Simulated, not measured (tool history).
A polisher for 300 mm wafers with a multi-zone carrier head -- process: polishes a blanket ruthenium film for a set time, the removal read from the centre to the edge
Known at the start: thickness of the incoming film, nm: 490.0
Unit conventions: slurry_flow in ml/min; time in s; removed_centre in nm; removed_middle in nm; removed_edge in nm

{"run": 1, "hour": 0.0, "slurry_flow": 145, "centre_zone": 1, "middle_zone": 1, "edge_zone": 1, "time": 32, "removed_centre": 45.092, "removed_middle": 44.554, "removed_edge": 44.726}
{"run": 2, "hour": 6.1, "slurry_flow": 135, "centre_zone": 0.97, "middle_zone": 1.02, "edge_zone": 1, "time": 32, "removed_centre": 43.535, "removed_middle": 43.989, "removed_edge": 44.224}
{"run": 3, "hour": 13.0, "slurry_flow": 130, "centre_zone": 0.94, "middle_zone": 1.06, "edge_zone": 1, "time": 32, "removed_centre": 41.893, "removed_middle": 46.371, "removed_edge": 44.785}
{"run": 4, "hour": 20.3, "slurry_flow": 125, "centre_zone": 0.92, "middle_zone": 1.07, "edge_zone": 0.99, "time": 32, "removed_centre": 40.699, "removed_middle": 45.986, "removed_edge": 44.634}
{"run": 5, "hour": 21.2, "slurry_flow": 120, "centre_zone": 0.9, "middle_zone": 1.08, "edge_zone": 0.97, "time": 32, "removed_centre": 39.723, "removed_middle": 45.937, "removed_edge": 43.807}
{"run": 6, "hour": 24.9, "slurry_flow": 115, "centre_zone": 0.89, "middle_zone": 1.09, "edge_zone": 0.96, "time": 32, "removed_centre": 39.156, "removed_middle": 45.72, "removed_edge": 43.375}
{"run": 7, "hour": 31.3, "slurry_flow": 110, "centre_zone": 0.88, "middle_zone": 1.1, "edge_zone": 0.96, "time": 32, "removed_centre": 38.373, "removed_middle": 46.802, "removed_edge": 42.733}

Run 8 is up next; what results do you expect?
{"run": 8, "hour": 35.1, "slurry_flow": 105, "centre_zone": 0.87, "middle_zone": 1.1, "edge_zone": 0.96, "time": 32, "removed_centre": "?", "removed_middle": "?", "removed_edge": "?"}

removed_centre: 37.919 nm
removed_middle: 46.09 nm
removed_edge: 42.998 nm
